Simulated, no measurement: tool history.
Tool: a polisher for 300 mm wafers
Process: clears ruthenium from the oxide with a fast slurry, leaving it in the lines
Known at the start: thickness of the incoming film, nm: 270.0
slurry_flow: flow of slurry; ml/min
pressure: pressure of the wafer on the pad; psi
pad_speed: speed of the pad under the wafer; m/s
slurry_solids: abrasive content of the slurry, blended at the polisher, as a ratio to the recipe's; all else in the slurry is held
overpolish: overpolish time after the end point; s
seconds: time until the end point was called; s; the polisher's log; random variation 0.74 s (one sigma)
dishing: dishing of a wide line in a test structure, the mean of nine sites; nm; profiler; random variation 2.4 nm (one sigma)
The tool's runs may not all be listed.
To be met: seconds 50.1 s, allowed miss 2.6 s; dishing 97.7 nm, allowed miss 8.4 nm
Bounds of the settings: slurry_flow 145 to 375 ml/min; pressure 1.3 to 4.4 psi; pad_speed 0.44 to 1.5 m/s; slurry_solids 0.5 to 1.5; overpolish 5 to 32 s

run	hour	slurry_flow	pressure	pad_speed	slurry_solids	overpolish	seconds	dishing
1	0	240	2.8	0.96	1	16	60.829	59.599
2	6.9	240	2.8	0.96	1	12	63.106	44.287
3	9.9	190	2.8	0.96	1	12	61.936	42.527
4	13.3	195	2.9	0.96	1	15	60.729	53.408
5	18.5	200	3.1	0.96	1	17	56.263	61.636
6	25.6	200	3.1	0.96	1	14	57.578	53.271
7	27.1	205	3.2	0.96	1	17	55.513	64.085
8	35.4	210	3.3	0.96	1	19	54.019	73.063
9	40.5	210	3.4	0.96	1	20	53.221	76.018
10	43.1	210	3.5	0.96	1	21	52.275	84.294

Which of these 5 next moves meets every target?
A	45.7	205	3.2	0.84	1.25	21	?	?
B	45.7	185	3.7	0.98	0.95	26	?	?
C	45.7	200	3.9	0.8	0.95	22	?	?
D	45.7	195	3.6	1.02	0.9	18	?	?
E	45.7	225	3.8	0.8	1	28	?	?

move	seconds	dishing
A	54.389	73.969
B	48.144	96.52
C	55.662	75.405
D	48.744	71.293
E	54.776	92.545
A: further off than the last run
B: meets every target
C: further off than the last run
D: further off than the last run
E: brings the result that was furthest off to its target, and leaves another outside
Answer: B
